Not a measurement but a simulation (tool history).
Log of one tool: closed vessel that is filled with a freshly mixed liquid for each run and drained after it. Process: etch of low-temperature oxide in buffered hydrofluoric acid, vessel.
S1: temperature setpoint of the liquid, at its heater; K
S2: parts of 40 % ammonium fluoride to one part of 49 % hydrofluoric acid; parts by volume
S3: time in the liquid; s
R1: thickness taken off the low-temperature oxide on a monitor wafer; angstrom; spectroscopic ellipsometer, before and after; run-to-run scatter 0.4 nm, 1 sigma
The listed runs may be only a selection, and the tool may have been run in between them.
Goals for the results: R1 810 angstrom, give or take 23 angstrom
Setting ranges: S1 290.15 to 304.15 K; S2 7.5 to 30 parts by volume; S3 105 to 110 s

run,day,S1,S2,S3,R1
1,0,296.15,21,105,1052
2,0.358,296.15,18.5,105,1178.1
3,0.554,293.65,18.5,105,1023.3
4,0.75,293.15,18.5,105,997.88
5,1.033,290.15,18.5,105,842.13
6,1.154,292.65,18.5,105,967.13
7,1.521,292.15,18.5,105,955.62
8,1.808,291.65,18.5,105,920.12
9,1.871,290.65,19,105,849.7

Which single option among these 5 for the next run brings every result within its allowed miss of target? Just one does.
A,1.933,290.15,20.5,110,?
B,1.933,290.65,19.5,110,?
C,1.933,290.65,19,110,?
D,1.933,290.15,18.5,110,?
E,1.933,293.15,20,110,?

move,R1
A,804.09
B,862.72
C,885.16
D,883.44
E,968.03
A: hits every target within its allowed miss
B: moves away from the targets compared with the last run
C: moves away from the targets compared with the last run
D: moves away from the targets compared with the last run
E: moves away from the targets compared with the last run
Answer: A

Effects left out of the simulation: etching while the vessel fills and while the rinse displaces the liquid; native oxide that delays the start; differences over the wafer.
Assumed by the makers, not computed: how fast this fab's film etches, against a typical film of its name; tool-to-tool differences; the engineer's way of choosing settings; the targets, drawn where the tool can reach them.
